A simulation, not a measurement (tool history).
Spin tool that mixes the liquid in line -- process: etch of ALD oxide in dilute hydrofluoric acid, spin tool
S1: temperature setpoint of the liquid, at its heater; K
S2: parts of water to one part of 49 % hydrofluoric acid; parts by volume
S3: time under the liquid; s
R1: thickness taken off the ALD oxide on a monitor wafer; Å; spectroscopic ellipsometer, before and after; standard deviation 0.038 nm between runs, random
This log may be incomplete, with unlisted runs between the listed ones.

run 1 day=0.000 | S1=297.15 S2=220 S3=135 | R1=152.45
run 2 day=0.317 | S1=296.15 S2=220 S3=135 | R1=147.99
run 3 day=0.383 | S1=295.15 S2=220 S3=135 | R1=142.48
run 4 day=0.450 | S1=294.15 S2=220 S3=135 | R1=135.84
run 5 day=0.596 | S1=297.65 S2=220 S3=135 | R1=155.57
run 6 day=0.629 | S1=296.15 S2=220 S3=135 | R1=146.18
run 7 day=0.996 | S1=295.15 S2=220 S3=135 | R1=141.88

Predict the results of run 8:
run 8 day=1.038 | S1=294.65 S2=220 S3=135 | R1=?

{"run 8": {"R1": 139.32}}
